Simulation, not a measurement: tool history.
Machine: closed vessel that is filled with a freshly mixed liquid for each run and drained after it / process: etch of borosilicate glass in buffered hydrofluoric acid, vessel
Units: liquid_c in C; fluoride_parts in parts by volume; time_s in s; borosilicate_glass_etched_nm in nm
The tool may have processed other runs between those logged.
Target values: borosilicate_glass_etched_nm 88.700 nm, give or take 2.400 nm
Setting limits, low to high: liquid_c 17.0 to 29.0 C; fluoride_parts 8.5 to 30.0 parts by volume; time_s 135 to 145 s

run  hour  liquid_c  fluoride_parts  time_s  borosilicate_glass_etched_nm
  1   0.0      21.0            23.5     135                        64.124
  2   7.6      22.5            23.5     135                        70.011
  3   8.9      22.5            23.5     145                        74.954
  4  15.8      22.5            23.5     135                        68.936
  5  16.7      23.5            23.5     135                        74.137
  6  19.0      23.5            29.5     135                        62.409
  7  20.8      25.0            29.0     135                        68.363
  8  29.3      26.0            28.5     135                        73.718
  9  34.5      27.0            28.5     135                        78.585
 10  39.2      27.5            28.5     135                        78.778

Below are 5 possible settings for the next run. Only one of them brings all results inside the allowed miss of their targets. Which is it?
  A  43.9      26.5            29.5     140                             ?
  B  43.9      29.0            27.5     145                             ?
  C  43.9      27.5            30.0     135                             ?
  D  43.9      28.5            23.5     135                             ?
  E  43.9      27.0            23.0     135                             ?

move  borosilicate_glass_etched_nm
   A                        77.021
   B                        95.596
   C                        77.440
   D                        96.582
   E                        90.555
A: misses by more than the last run did
B: moves the result that the last run missed by most past its target, out the other side
C: misses by more than the last run did
D: moves the result that the last run missed by most past its target, out the other side
E: meets every target
E is the move that brings every result within its allowed miss.
